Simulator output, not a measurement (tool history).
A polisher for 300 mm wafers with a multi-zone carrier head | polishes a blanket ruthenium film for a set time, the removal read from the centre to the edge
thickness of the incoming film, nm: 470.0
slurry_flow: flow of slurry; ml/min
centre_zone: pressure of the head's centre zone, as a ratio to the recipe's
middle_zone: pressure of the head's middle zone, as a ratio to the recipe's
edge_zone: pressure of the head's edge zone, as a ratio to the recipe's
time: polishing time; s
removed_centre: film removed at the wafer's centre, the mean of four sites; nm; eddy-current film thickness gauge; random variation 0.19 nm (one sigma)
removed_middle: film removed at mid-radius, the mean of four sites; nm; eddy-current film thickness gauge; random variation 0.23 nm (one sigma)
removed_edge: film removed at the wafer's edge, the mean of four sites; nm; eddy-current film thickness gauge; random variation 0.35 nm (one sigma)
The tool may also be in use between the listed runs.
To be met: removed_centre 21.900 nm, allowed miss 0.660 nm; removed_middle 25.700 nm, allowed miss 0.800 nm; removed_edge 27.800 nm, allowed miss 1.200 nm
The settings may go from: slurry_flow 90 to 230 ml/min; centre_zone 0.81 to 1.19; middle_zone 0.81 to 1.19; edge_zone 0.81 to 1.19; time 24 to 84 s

run 1 day=0.000 | slurry_flow=150 centre_zone=1.00 middle_zone=1.00 edge_zone=1.00 time=54 | removed_centre=52.394 removed_middle=51.706 removed_edge=50.209
run 2 day=0.333 | slurry_flow=140 centre_zone=0.97 middle_zone=0.99 edge_zone=1.01 time=50 | removed_centre=46.621 removed_middle=46.758 removed_edge=46.192
run 3 day=0.679 | slurry_flow=140 centre_zone=0.89 middle_zone=0.99 edge_zone=1.01 time=50 | removed_centre=41.338 removed_middle=47.598 removed_edge=45.911
run 4 day=1.042 | slurry_flow=140 centre_zone=0.89 middle_zone=0.93 edge_zone=1.01 time=50 | removed_centre=42.350 removed_middle=45.179 removed_edge=46.637
run 5 day=1.083 | slurry_flow=140 centre_zone=0.89 middle_zone=0.93 edge_zone=1.01 time=57 | removed_centre=48.496 removed_middle=50.513 removed_edge=53.955
run 6 day=1.346 | slurry_flow=140 centre_zone=0.93 middle_zone=0.93 edge_zone=1.01 time=57 | removed_centre=50.735 removed_middle=51.205 removed_edge=54.446
run 7 day=1.500 | slurry_flow=140 centre_zone=0.93 middle_zone=0.93 edge_zone=1.01 time=57 | removed_centre=49.965 removed_middle=50.348 removed_edge=51.618
run 8 day=1.583 | slurry_flow=135 centre_zone=0.91 middle_zone=0.92 edge_zone=1.01 time=52 | removed_centre=44.561 removed_middle=45.617 removed_edge=47.971
run 9 day=1.842 | slurry_flow=95 centre_zone=0.81 middle_zone=0.88 edge_zone=0.91 time=37 | removed_centre=24.755 removed_middle=28.488 removed_edge=30.572
run 10 day=2.150 | slurry_flow=95 centre_zone=0.81 middle_zone=0.88 edge_zone=0.92 time=36 | removed_centre=23.930 removed_middle=27.563 removed_edge=29.592
run 11 day=2.250 | slurry_flow=95 centre_zone=0.81 middle_zone=0.88 edge_zone=0.93 time=35 | removed_centre=23.496 removed_middle=27.043 removed_edge=29.571

4 next moves are on the table. One of them brings every result within its allowed miss. Which?
run A day=2.350 | slurry_flow=95 centre_zone=0.81 middle_zone=0.90 edge_zone=0.98 time=33 | removed_centre=? removed_middle=? removed_edge=?
run B day=2.350 | slurry_flow=90 centre_zone=0.86 middle_zone=0.81 edge_zone=1.09 time=34 | removed_centre=? removed_middle=? removed_edge=?
run C day=2.350 | slurry_flow=95 centre_zone=0.81 middle_zone=0.94 edge_zone=0.89 time=34 | removed_centre=? removed_middle=? removed_edge=?
run D day=2.350 | slurry_flow=90 centre_zone=0.84 middle_zone=0.89 edge_zone=0.95 time=34 | removed_centre=? removed_middle=? removed_edge=?

move=A removed_centre=22.069 removed_middle=25.644 removed_edge=27.265
move=B removed_centre=23.575 removed_middle=24.082 removed_edge=29.229
move=C removed_centre=22.743 removed_middle=27.238 removed_edge=26.844
move=D removed_centre=23.033 removed_middle=25.683 removed_edge=27.311
A: meets every target
B: as far off as the last run
C: nearer than the last run, and not there yet
D: nearer than the last run, and not there yet
The right move is A.
